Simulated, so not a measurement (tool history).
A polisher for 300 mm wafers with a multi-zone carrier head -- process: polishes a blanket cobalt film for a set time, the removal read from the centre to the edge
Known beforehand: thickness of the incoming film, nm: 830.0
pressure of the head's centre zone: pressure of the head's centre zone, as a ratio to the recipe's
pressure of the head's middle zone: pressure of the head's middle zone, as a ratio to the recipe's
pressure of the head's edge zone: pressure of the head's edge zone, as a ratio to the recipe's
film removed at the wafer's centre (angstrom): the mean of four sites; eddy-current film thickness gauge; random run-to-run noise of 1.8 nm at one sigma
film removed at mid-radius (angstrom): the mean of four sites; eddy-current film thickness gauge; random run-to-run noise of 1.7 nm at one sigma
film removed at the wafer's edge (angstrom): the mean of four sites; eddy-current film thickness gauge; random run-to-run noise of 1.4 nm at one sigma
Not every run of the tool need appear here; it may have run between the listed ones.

run	day	flow of slurry (ml/min)	pressure of the head's centre zone	pressure of the head's middle zone	pressure of the head's edge zone	polishing time (s)	film removed at the wafer's centre (angstrom)	film removed at mid-radius (angstrom)	film removed at the wafer's edge (angstrom)
1	0.000	180	1.00	1.00	1.00	49	2372.3	2320.9	2287.1
2	0.050	175	0.99	0.98	0.98	47	2237.5	2132.1	2162.9
3	0.379	175	0.99	0.98	0.98	39	1841.3	1808.1	1804.7
4	0.462	170	0.98	0.97	0.96	39	1807.1	1781.1	1792.8
5	0.779	170	0.98	0.97	0.89	39	1840.3	1754.8	1713.1
6	0.908	170	0.93	0.97	0.89	39	1722.4	1807.2	1702.8

For run 7, what comes out?
7	1.050	165	0.93	0.95	0.88	39	?	?	?

film removed at the wafer's centre (angstrom): 1747.6
film removed at mid-radius (angstrom): 1737.3
film removed at the wafer's edge (angstrom): 1694.7
